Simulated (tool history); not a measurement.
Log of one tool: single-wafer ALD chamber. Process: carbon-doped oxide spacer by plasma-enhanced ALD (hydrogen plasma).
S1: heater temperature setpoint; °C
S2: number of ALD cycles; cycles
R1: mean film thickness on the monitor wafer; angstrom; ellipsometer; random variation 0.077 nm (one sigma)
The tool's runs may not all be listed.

Run 1, hour 0: S1 420 °C, S2 656 cycles. Result: R1 316.1 angstrom.
Run 2, hour 7.1: S1 430 °C, S2 656 cycles. Result: R1 305.77 angstrom.
Run 3, hour 9.2: S1 435 °C, S2 656 cycles. Result: R1 301.56 angstrom.
Run 4, hour 18: S1 435 °C, S2 623 cycles. Result: R1 285.56 angstrom.
Run 5, hour 22.4: S1 435 °C, S2 544 cycles. Result: R1 250.07 angstrom.
Run 6, hour 25.3: S1 435 °C, S2 596 cycles. Result: R1 272.92 angstrom.
Run 7, hour 28.2: S1 432 °C, S2 608 cycles. Result: R1 281.16 angstrom.
Run 8, hour 30.5: S1 430 °C, S2 618 cycles. Result: R1 287.51 angstrom.
Run 9, hour 37.3: S1 428 °C, S2 627 cycles. Result: R1 294.18 angstrom.
Run 10, hour 43: S1 426 °C, S2 634 cycles. Result: R1 299.88 angstrom.
Run 11, hour 49.9: S1 424 °C, S2 639 cycles. Result: R1 302.63 angstrom.

Forecast run 12:
Run 12, hour 55.3: S1 422 °C, S2 646 cycles. Result: R1 ?.

Run 12 gave R1 309.24 angstrom.

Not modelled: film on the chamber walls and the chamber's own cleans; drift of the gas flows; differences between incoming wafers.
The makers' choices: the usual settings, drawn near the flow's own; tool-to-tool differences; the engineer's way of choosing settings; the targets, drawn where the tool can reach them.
